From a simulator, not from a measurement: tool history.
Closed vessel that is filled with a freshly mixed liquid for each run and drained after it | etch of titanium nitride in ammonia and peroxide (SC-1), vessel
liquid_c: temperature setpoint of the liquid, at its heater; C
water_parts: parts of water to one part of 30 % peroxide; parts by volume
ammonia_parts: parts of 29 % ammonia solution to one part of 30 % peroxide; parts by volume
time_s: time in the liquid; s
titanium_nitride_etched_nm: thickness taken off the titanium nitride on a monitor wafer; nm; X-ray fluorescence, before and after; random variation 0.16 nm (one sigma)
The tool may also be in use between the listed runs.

run,hour,liquid_c,water_parts,ammonia_parts,time_s,titanium_nitride_etched_nm
1,0,58,25,0.85,125,8.2332
2,3.1,59.5,25,0.85,125,9.0828
3,7.7,59.5,25,0.85,135,9.695
4,14.4,59.5,32,0.85,135,8.5429
5,18.2,60.5,31.5,0.85,135,9.2259
6,21.8,60.5,28,0.85,135,9.7835
7,31,61.5,27.5,0.85,135,10.646
8,35.2,61.5,27.5,0.85,135,10.677
9,43.1,62.5,27.5,0.85,135,11.24
10,50.7,63.5,27.5,0.85,135,12.142
11,54.1,64,27.5,0.85,135,12.527
12,59.4,64.5,27.5,0.85,135,12.956

Run 13 comes next. What will it give?
13,61.3,65,27.5,0.85,135,?

Run 13 gave titanium_nitride_etched_nm 13.172 nm.
